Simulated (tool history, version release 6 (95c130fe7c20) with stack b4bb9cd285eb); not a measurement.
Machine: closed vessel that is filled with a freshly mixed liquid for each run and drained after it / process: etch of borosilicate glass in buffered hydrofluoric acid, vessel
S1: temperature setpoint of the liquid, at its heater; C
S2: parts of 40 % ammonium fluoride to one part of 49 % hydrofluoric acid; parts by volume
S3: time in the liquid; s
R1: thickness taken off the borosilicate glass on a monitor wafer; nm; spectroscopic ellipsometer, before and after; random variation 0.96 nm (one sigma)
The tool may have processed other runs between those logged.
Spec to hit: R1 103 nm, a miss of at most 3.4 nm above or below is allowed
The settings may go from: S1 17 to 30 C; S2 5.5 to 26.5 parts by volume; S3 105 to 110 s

{"run": 1, "hour": 0.0, "S1": 22, "S2": 16, "S3": 105, "R1": 79.678}
{"run": 2, "hour": 7.4, "S1": 22, "S2": 16, "S3": 105, "R1": 78.739}
{"run": 3, "hour": 10.7, "S1": 19, "S2": 16, "S3": 105, "R1": 68.114}
{"run": 4, "hour": 15.1, "S1": 19, "S2": 16, "S3": 105, "R1": 67.37}
{"run": 5, "hour": 16.9, "S1": 19, "S2": 16, "S3": 105, "R1": 67.392}
{"run": 6, "hour": 20.2, "S1": 17, "S2": 16, "S3": 105, "R1": 59.971}
{"run": 7, "hour": 25.2, "S1": 19, "S2": 16, "S3": 105, "R1": 67.407}
{"run": 8, "hour": 31.5, "S1": 19, "S2": 16, "S3": 105, "R1": 67.596}
{"run": 9, "hour": 40.8, "S1": 20.5, "S2": 16, "S3": 105, "R1": 72.611}
{"run": 10, "hour": 46.9, "S1": 22, "S2": 16, "S3": 105, "R1": 79.383}
{"run": 11, "hour": 55.5, "S1": 23, "S2": 16, "S3": 105, "R1": 82.92}
{"run": 12, "hour": 61.4, "S1": 24, "S2": 16, "S3": 105, "R1": 89.935}
{"run": 13, "hour": 67.3, "S1": 24.5, "S2": 16, "S3": 105, "R1": 92.906}
{"run": 14, "hour": 74.5, "S1": 25, "S2": 16, "S3": 105, "R1": 93.401}
{"run": 15, "hour": 77.7, "S1": 25.5, "S2": 16, "S3": 105, "R1": 94.853}
{"run": 16, "hour": 80.0, "S1": 26, "S2": 16, "S3": 105, "R1": 98.897}

Which single option among these 4 for the next run brings every result within its allowed miss of target? Just one does.
{"run": "A", "hour": 82.3, "S1": 26, "S2": 16, "S3": 110, "R1": "?"}
{"run": "B", "hour": 82.3, "S1": 24, "S2": 15.5, "S3": 110, "R1": "?"}
{"run": "C", "hour": 82.3, "S1": 26, "S2": 17.5, "S3": 110, "R1": "?"}
{"run": "D", "hour": 82.3, "S1": 26, "S2": 17, "S3": 110, "R1": "?"}

move=A R1=103.08
move=B R1=95.601
move=C R1=94.333
move=D R1=97.079
A: every result lands within tolerance
B: misses by more than the last run did
C: misses by more than the last run did
D: misses by more than the last run did
A meets every target.
